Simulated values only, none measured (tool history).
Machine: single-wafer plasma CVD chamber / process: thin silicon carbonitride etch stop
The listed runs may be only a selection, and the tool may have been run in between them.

run,day,RF power (kW),deposition time (s),mean film thickness on the monitor wafer (nm)
1,0.000,0.195,23.1,12.0490
2,0.038,0.205,23.1,12.2580
3,0.183,0.205,20.4,10.8030
4,0.425,0.200,20.1,10.5440
5,0.796,0.195,19.8,10.3520
6,1.000,0.195,18.6,9.7059
7,1.033,0.190,18.5,9.5370
8,1.379,0.185,18.5,9.4645
9,1.562,0.155,17.9,8.4936

Run 10 is up next; what results do you expect?
10,1.721,0.160,17.9,?

Run 10 measured mean film thickness on the monitor wafer (nm) 8.5538.
